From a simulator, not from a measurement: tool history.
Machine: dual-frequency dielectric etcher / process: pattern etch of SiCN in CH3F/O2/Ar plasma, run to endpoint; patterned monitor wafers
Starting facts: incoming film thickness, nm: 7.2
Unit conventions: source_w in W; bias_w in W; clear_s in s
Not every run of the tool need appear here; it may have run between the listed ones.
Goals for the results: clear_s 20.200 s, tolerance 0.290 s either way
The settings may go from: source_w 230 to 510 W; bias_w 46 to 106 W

run  hour  source_w  bias_w  clear_s
  1   0.0       370      76   18.323
  2   3.0       400      76   17.811
  3   8.3       400      67   18.487
  4  10.1       400      79   17.643
  5  18.8       400      65   18.660
  6  26.7       400      59   19.137
  7  32.0       390      59   19.223
  8  39.1       380      59   19.368
  9  44.4       370      59   19.665
 10  46.2       360      59   19.789

Below are 5 possible settings for the next run. Only one of them brings all results inside the allowed miss of their targets. Which is it?
  A  48.0       330      52        ?
  B  48.0       380      58        ?
  C  48.0       390      54        ?
  D  48.0       310      66        ?
  E  48.0       340      66        ?

move  clear_s
   A   20.942
   B   19.461
   C   19.648
   D   20.073
   E   19.494
A: takes the result that was furthest off past its target
B: misses by more than the last run did
C: misses by more than the last run did
D: all results in spec
E: misses by more than the last run did
D meets every target.

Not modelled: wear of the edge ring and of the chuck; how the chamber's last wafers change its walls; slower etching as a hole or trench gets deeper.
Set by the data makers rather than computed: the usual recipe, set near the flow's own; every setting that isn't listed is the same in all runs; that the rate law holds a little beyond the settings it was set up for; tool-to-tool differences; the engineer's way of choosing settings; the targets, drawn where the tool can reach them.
